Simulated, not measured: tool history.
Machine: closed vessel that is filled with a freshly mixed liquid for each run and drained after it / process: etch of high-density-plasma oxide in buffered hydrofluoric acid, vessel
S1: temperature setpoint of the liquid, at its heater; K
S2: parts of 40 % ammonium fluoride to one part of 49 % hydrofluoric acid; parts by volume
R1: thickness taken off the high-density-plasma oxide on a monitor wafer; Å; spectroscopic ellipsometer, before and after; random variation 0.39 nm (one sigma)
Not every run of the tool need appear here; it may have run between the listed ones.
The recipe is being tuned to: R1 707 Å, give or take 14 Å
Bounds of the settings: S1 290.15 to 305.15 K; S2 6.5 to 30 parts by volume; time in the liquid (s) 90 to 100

Run 1, hour 0: S1 297.15 K, S2 18.5 parts by volume, time in the liquid (s) 90. Result: R1 613.59 Å.
Run 2, hour 2.5: S1 297.15 K, S2 13 parts by volume, time in the liquid (s) 90. Result: R1 867.22 Å.
Run 3, hour 6: S1 297.15 K, S2 8.5 parts by volume, time in the liquid (s) 90. Result: R1 1291.2 Å.
Run 4, hour 9.8: S1 298.15 K, S2 8.5 parts by volume, time in the liquid (s) 90. Result: R1 1352.3 Å.
Run 5, hour 13.3: S1 296.15 K, S2 9 parts by volume, time in the liquid (s) 90. Result: R1 1144 Å.
Run 6, hour 17.8: S1 297.65 K, S2 9 parts by volume, time in the liquid (s) 90. Result: R1 1236.1 Å.
Run 7, hour 24.8: S1 295.65 K, S2 9.5 parts by volume, time in the liquid (s) 90. Result: R1 1067 Å.
Run 8, hour 29.3: S1 294.15 K, S2 10 parts by volume, time in the liquid (s) 90. Result: R1 954.82 Å.
Run 9, hour 31.8: S1 290.15 K, S2 12 parts by volume, time in the liquid (s) 90. Result: R1 637.28 Å.

Pick the move, out of 5, that brings all results within their allowed miss; only one does.
Run A, hour 34.3: S1 290.15 K, S2 11.5 parts by volume, time in the liquid (s) 95. Result: R1 ?.
Run B, hour 34.3: S1 292.15 K, S2 11.5 parts by volume, time in the liquid (s) 90. Result: R1 ?.
Run C, hour 34.3: S1 290.15 K, S2 11.5 parts by volume, time in the liquid (s) 90. Result: R1 ?.
Run D, hour 34.3: S1 291.15 K, S2 11.5 parts by volume, time in the liquid (s) 95. Result: R1 ?.
Run E, hour 34.3: S1 292.15 K, S2 12.5 parts by volume, time in the liquid (s) 90. Result: R1 ?.

move      R1
   A  699.99
   B  742.88
   C  663.15
   D  741.02
   E  684.68
A: in spec on every target
B: takes the biggest miss from the last run beyond its target
C: gains on the last run, yet a result remains outside its allowed miss
D: takes the biggest miss from the last run beyond its target
E: gains on the last run, yet a result remains outside its allowed miss
Go with A: it meets all targets.

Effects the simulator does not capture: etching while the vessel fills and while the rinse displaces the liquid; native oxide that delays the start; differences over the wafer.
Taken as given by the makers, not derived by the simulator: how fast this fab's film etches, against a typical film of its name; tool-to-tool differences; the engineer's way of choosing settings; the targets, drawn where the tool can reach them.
